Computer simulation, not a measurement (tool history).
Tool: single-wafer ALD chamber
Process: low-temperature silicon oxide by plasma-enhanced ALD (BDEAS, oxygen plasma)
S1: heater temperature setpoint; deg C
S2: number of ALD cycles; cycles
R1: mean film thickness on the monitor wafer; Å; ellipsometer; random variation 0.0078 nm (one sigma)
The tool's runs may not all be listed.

Run 1, hour 0: S1 90 deg C, S2 18 cycles. Result: R1 25.172 Å.
Run 2, hour 3.5: S1 95 deg C, S2 18 cycles. Result: R1 24.829 Å.
Run 3, hour 11.9: S1 97 deg C, S2 17 cycles. Result: R1 23.339 Å.
Run 4, hour 14.4: S1 97 deg C, S2 19 cycles. Result: R1 25.891 Å.
Run 5, hour 18.5: S1 89 deg C, S2 19 cycles. Result: R1 26.786 Å.
Run 6, hour 26: S1 99 deg C, S2 19 cycles. Result: R1 25.582 Å.
Run 7, hour 27.4: S1 99 deg C, S2 19 cycles. Result: R1 25.797 Å.

Run 8 comes next. What will it give?
Run 8, hour 35.9: S1 101 deg C, S2 18 cycles. Result: R1 ?.

Run 8 gave R1 24.339 Å.
